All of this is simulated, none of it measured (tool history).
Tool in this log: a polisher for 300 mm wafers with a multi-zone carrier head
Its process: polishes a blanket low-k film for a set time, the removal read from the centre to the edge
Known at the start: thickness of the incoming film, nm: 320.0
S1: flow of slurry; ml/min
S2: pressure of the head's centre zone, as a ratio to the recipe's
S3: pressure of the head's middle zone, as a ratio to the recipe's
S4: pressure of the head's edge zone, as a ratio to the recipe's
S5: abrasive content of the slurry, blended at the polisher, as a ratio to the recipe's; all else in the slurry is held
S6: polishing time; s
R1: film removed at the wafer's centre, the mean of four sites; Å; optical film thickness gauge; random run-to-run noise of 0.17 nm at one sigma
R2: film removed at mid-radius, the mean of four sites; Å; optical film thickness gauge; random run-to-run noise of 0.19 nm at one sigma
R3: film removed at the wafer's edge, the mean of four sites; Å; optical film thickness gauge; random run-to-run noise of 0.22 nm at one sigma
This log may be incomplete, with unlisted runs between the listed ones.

run 1 hour=0.0 | S1=250 S2=1.00 S3=1.00 S4=1.00 S5=1.0 S6=56 | R1=280.00 R2=285.69 R3=276.85
run 2 hour=1.2 | S1=250 S2=1.00 S3=1.00 S4=1.04 S5=1.0 S6=56 | R1=277.52 R2=284.39 R3=282.59
run 3 hour=7.0 | S1=250 S2=1.00 S3=1.00 S4=1.04 S5=1.0 S6=42 | R1=211.08 R2=213.59 R3=208.32
run 4 hour=13.8 | S1=265 S2=1.00 S3=1.01 S4=1.07 S5=1.0 S6=42 | R1=212.63 R2=212.48 R3=214.02
run 5 hour=18.7 | S1=265 S2=1.00 S3=0.97 S4=1.07 S5=1.0 S6=42 | R1=211.74 R2=206.86 R3=215.88
run 6 hour=20.5 | S1=275 S2=0.99 S3=0.99 S4=1.09 S5=1.0 S6=42 | R1=208.53 R2=209.97 R3=219.52
run 7 hour=22.7 | S1=285 S2=0.99 S3=1.01 S4=1.10 S5=1.0 S6=42 | R1=212.83 R2=216.59 R3=221.11

Predict the results of run 8:
run 8 hour=23.4 | S1=300 S2=0.99 S3=1.02 S4=1.11 S5=1.0 S6=42 | R1=? R2=? R3=?

{"run 8": {"R1": 212.53, "R2": 217.81, "R3": 222.88}}
